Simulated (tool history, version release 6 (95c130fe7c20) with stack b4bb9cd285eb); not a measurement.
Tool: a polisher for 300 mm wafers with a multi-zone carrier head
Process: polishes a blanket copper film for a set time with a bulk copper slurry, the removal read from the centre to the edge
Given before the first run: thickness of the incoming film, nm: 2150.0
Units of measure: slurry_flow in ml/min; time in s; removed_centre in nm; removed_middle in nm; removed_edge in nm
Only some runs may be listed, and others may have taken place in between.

run	day	slurry_flow	centre_zone	middle_zone	edge_zone	slurry_solids	time	removed_centre	removed_middle	removed_edge
1	0.000	225	1.00	1.00	1.00	1.00	51	830.64	817.89	809.07
2	0.062	225	1.00	1.00	1.00	1.00	61	991.56	980.90	977.57
3	0.188	225	1.00	1.00	1.00	1.00	71	1159.40	1142.80	1138.70
4	0.558	225	1.00	1.00	1.00	1.00	77	1258.10	1249.90	1241.20
5	0.817	280	1.00	1.00	1.00	1.00	77	1274.50	1271.00	1271.00
6	0.862	280	1.00	1.00	0.92	1.00	77	1281.20	1275.10	1230.60
7	1.112	275	0.98	1.01	0.90	0.90	73	1194.60	1192.90	1138.20
8	1.233	275	0.96	1.03	0.89	0.85	68	1047.20	1109.60	1030.60
9	1.479	275	0.95	1.04	0.88	0.80	65	970.27	1066.70	969.94

Predict the results of run 10:
10	1.612	255	0.93	1.06	0.81	0.55	51	?	?	?

removed_centre: 705.34 nm
removed_middle: 773.10 nm
removed_edge: 663.80 nm
